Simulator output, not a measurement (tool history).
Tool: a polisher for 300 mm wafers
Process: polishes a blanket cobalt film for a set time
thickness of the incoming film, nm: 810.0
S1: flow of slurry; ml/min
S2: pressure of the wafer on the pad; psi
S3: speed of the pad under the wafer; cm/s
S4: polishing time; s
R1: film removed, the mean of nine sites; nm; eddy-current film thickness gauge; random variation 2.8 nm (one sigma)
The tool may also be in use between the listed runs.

run	hour	S1	S2	S3	S4	R1
1	0	310	1.6	120	48	194.3
2	2.9	310	1.7	120	48	199.95
3	7.1	310	1.7	106	48	178.85
4	10	310	1.8	106	48	186.87
5	14.3	240	1.8	106	48	183.52
6	17.5	305	1.8	106	48	188.85
7	24.6	305	1.9	106	48	193.36
8	27.3	305	1.9	106	48	193.46
9	29.4	305	2	106	48	202.37
10	36.4	305	2.1	106	48	209.13
11	42.5	305	2.2	106	48	220.26
12	51.3	305	2.3	106	48	223.51

Run 13 comes next. What will it give?
13	58.6	305	2.4	106	48	?

{"run 13": {"R1": 235.3}}
